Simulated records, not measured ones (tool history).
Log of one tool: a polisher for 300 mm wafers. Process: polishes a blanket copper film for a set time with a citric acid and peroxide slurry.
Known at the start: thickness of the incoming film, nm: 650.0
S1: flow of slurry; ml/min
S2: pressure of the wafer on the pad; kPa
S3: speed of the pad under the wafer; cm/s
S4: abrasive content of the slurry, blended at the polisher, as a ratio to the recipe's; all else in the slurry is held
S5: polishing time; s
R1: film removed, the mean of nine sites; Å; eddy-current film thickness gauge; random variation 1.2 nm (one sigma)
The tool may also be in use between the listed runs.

| run | hour | S1 | S2 | S3 | S4 | S5 | R1 |
|---|---|---|---|---|---|---|---|
| 1 | 0.0 | 315 | 19.3 | 84 | 1.00 | 79 | 1273.00 |
| 2 | 1.9 | 315 | 17.9 | 84 | 1.00 | 79 | 1146.80 |
| 3 | 10.4 | 315 | 17.9 | 100 | 1.00 | 79 | 1329.50 |
| 4 | 14.1 | 315 | 17.9 | 100 | 1.15 | 79 | 1344.30 |
| 5 | 22.4 | 315 | 17.9 | 86 | 1.15 | 79 | 1198.20 |
| 6 | 29.5 | 315 | 17.9 | 66 | 1.15 | 79 | 983.39 |

Expected results for the next run?
| 7 | 38.4 | 315 | 17.2 | 66 | 1.15 | 79 | ? |

R1: 929.58 Å
